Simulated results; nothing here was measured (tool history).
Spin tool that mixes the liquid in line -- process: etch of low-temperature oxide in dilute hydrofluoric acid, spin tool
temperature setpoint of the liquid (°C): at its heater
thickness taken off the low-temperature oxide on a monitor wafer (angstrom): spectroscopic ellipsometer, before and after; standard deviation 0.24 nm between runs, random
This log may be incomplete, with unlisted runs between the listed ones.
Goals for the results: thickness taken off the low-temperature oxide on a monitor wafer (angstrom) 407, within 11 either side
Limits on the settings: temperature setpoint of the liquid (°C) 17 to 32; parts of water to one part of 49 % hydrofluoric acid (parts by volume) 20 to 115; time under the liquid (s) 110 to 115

run,hour,temperature setpoint of the liquid (°C),parts of water to one part of 49 % hydrofluoric acid (parts by volume),time under the liquid (s),thickness taken off the low-temperature oxide on a monitor wafer (angstrom)
1,0,24,65,110,291.69
2,3.4,24,85,110,220.38
3,5.8,26,80,110,253.89
4,9.7,26,65,110,320.07
5,17.8,27.5,65,110,338.22
6,20.9,26,65,110,319.11
7,22.8,27.5,65,110,335.64
8,29.9,28.5,65,110,353.29

5 next moves are on the table. One of them brings every result within its allowed miss. Which?
A,37,28,60,110,?
B,37,30.5,65,110,?
C,37,24.5,55,115,?
D,37,25.5,55,110,?
E,37,24,50,115,?

move,thickness taken off the low-temperature oxide on a monitor wafer (angstrom)
A,376.47
B,380.3
C,375.65
D,374.23
E,407.53
A: better than the last run, though not everything is in spec
B: better than the last run, though not everything is in spec
C: better than the last run, though not everything is in spec
D: better than the last run, though not everything is in spec
E: hits every target within its allowed miss
The move that meets every target is E.
